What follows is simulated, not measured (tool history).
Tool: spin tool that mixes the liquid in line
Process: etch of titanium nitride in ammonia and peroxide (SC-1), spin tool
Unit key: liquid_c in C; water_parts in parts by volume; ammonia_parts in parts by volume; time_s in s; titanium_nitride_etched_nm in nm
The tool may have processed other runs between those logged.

run,hour,liquid_c,water_parts,ammonia_parts,time_s,titanium_nitride_etched_nm
1,0.0,59.0,11.5,0.75,260,24.632
2,0.9,55.5,11.5,0.75,260,18.993
3,5.6,55.5,14.5,0.75,260,16.942
4,10.2,55.5,14.5,0.75,260,17.239
5,14.4,55.5,14.5,0.85,260,17.275
6,15.6,57.5,14.5,0.85,260,19.876
7,19.0,59.0,14.5,0.85,260,22.200
8,25.3,60.5,14.5,0.85,260,24.367
9,34.2,61.5,14.5,0.85,260,25.797
10,35.9,62.5,14.5,0.85,260,27.493
11,38.7,63.5,14.5,0.85,260,29.394
12,40.0,64.0,14.5,0.85,260,30.515
13,48.9,64.5,14.5,0.85,260,31.094
14,55.9,65.0,14.5,0.85,260,32.522
15,56.6,65.5,14.5,0.85,260,33.672
16,63.6,65.5,14.5,0.85,260,33.544

Run 17 has not been measured yet. What should we expect?
17,71.2,66.0,14.5,0.85,260,?

titanium_nitride_etched_nm: 34.722 nm

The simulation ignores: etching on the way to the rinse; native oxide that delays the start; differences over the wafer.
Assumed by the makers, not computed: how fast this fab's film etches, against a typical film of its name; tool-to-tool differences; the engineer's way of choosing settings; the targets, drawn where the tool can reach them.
